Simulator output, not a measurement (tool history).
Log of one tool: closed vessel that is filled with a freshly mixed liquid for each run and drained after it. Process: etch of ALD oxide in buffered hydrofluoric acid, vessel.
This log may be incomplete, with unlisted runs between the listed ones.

run	day	temperature setpoint of the liquid (°C)	parts of 40 % ammonium fluoride to one part of 49 % hydrofluoric acid (parts by volume)	time in the liquid (s)	thickness taken off the ALD oxide on a monitor wafer (angstrom)
1	0.000	22.0	17.0	30	325.80
2	0.058	22.0	19.5	30	288.01
3	0.188	23.5	18.5	30	325.61
4	0.475	24.5	18.0	30	354.60
5	0.704	27.5	18.0	30	413.91
6	0.812	27.5	18.0	30	418.35
7	0.850	28.0	17.5	30	440.77

Predict the results of run 8:
8	0.988	28.5	17.0	30	?

Run 8 produced thickness taken off the ALD oxide on a monitor wafer (angstrom) 470.38.
